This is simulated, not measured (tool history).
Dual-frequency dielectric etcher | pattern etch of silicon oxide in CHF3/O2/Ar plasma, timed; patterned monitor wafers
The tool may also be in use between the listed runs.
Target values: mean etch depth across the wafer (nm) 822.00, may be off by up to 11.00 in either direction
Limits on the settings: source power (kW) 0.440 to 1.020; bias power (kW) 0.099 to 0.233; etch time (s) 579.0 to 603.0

run,hour,source power (kW),bias power (kW),etch time (s),mean etch depth across the wafer (nm)
1,0.0,0.730,0.166,579.0,1110.00
2,4.1,0.630,0.143,579.0,964.88
3,7.7,0.690,0.143,579.0,1009.60
4,14.6,0.600,0.143,579.0,948.39
5,23.6,0.550,0.138,579.0,879.55
6,29.5,0.530,0.138,579.0,862.65
7,37.0,0.510,0.138,579.0,844.47
8,40.4,0.500,0.138,579.0,836.95

5 candidate next runs follow, results not yet known. Just one meets every target within its allowed miss. Identify it.
A,43.8,0.510,0.125,586.5,?
B,43.8,0.490,0.143,581.5,?
C,43.8,0.520,0.126,597.0,?
D,43.8,0.500,0.133,599.0,?
E,43.8,0.490,0.137,603.0,?

move,mean etch depth across the wafer (nm)
A,821.71
B,841.49
C,849.14
D,851.15
E,856.94
A: all results land within tolerance of their targets
B: misses by more than the last run did
C: misses by more than the last run did
D: misses by more than the last run did
E: misses by more than the last run did
Go with A: it meets all targets.

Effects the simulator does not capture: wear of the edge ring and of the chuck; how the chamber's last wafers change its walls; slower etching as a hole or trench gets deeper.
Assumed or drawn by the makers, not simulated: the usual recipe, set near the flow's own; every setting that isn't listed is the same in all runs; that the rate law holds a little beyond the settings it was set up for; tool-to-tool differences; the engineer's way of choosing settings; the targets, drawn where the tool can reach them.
